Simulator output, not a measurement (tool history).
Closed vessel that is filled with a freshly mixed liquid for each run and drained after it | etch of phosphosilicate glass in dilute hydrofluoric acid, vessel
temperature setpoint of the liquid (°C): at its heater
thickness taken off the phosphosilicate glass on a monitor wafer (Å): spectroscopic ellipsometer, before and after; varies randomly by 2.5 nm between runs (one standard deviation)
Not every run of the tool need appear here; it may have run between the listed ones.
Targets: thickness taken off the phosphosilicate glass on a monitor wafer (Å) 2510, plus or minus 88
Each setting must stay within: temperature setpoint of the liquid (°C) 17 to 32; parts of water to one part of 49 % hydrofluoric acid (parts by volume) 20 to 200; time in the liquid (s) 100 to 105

run	hour	temperature setpoint of the liquid (°C)	parts of water to one part of 49 % hydrofluoric acid (parts by volume)	time in the liquid (s)	thickness taken off the phosphosilicate glass on a monitor wafer (Å)
1	0	24	110	100	1094.9
2	4.1	22.5	110	100	1039
3	12.3	19.5	110	100	917.53
4	20	20.5	105	100	1013.3
5	24.1	21.5	100	100	1129.4
6	33	22.5	95	100	1221.8
7	37.9	23.5	90	100	1360.5
8	45	24.5	85	100	1480.4
9	48.2	25	80	100	1651.2
10	51.7	25.5	80	100	1684.4
11	56.5	26	80	100	1693.5
12	61.9	26.5	80	100	1730.3
13	63.7	27	80	100	1773.5
14	66.1	27.5	80	100	1808.1
15	68.8	28	80	100	1814.7
16	75.3	28.5	80	100	1884.9
17	81.1	29	80	100	1868.4
18	81.9	32	55	100	3206.8
19	85.9	31.5	55	100	3168.3
20	93.3	31	55	100	3142.3
21	101.3	30.5	55	100	3017
22	104.5	30	55	100	3019.6

Consider the 5 candidate settings below. Which is the only one whose results all fall within their allowed miss of target?
A	107.7	27.5	60	100	?
B	107.7	32	65	100	?
C	107.7	28	55	100	?
D	107.7	31	65	105	?
E	107.7	29.5	60	100	?

move	thickness taken off the phosphosilicate glass on a monitor wafer (Å)
A	2457.3
B	2681.5
C	2754.1
D	2710.1
E	2658.5
A: hits every target within its allowed miss
B: better than the last run, though not everything is in spec
C: better than the last run, though not everything is in spec
D: better than the last run, though not everything is in spec
E: better than the last run, though not everything is in spec
Answer: A

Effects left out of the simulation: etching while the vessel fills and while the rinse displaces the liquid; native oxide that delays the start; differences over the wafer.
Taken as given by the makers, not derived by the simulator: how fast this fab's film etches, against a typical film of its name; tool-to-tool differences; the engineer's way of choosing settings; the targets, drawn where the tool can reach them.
